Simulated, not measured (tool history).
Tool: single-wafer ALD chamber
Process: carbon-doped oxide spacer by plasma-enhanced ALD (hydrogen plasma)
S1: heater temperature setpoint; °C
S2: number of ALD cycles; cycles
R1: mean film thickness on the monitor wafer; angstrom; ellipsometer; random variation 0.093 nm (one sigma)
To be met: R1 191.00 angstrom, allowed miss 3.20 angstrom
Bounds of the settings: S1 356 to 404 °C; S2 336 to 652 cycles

run  hour   S1   S2      R1
  1   0.0  380  494  253.16
  2   8.4  385  494  254.23
  3  17.9  385  479  246.64
  4  23.5  377  479  245.88
  5  32.6  377  516  262.99
  6  37.5  377  497  253.33
  7  46.2  377  418  215.47
     50.0  -- thermocouple changed; heater temperature recalibrated
  8  50.0  377  412  212.60
  9  56.9  377  350  178.99
 10  65.9  377  353  181.98
 11  75.3  377  355  182.66
 12  77.9  377  357  184.64
 13  86.5  377  359  182.94
 14  88.0  377  361  184.84
 15  89.6  377  380  194.50
 16  93.2  377  379  195.40

5 next moves are on the table. One of them brings every result within its allowed miss. Which?
  A  96.8  382  359   ?
  B  96.8  367  372   ?
  C  96.8  364  383   ?
  D  96.8  373  356   ?
  E  96.8  378  357   ?

move      R1
   A  184.39
   B  191.07
   C  196.72
   D  182.85
   E  183.36
A: takes the result that was furthest off past its target
B: meets every target
C: further off than the last run
D: takes the result that was furthest off past its target
E: takes the result that was furthest off past its target
Answer: B

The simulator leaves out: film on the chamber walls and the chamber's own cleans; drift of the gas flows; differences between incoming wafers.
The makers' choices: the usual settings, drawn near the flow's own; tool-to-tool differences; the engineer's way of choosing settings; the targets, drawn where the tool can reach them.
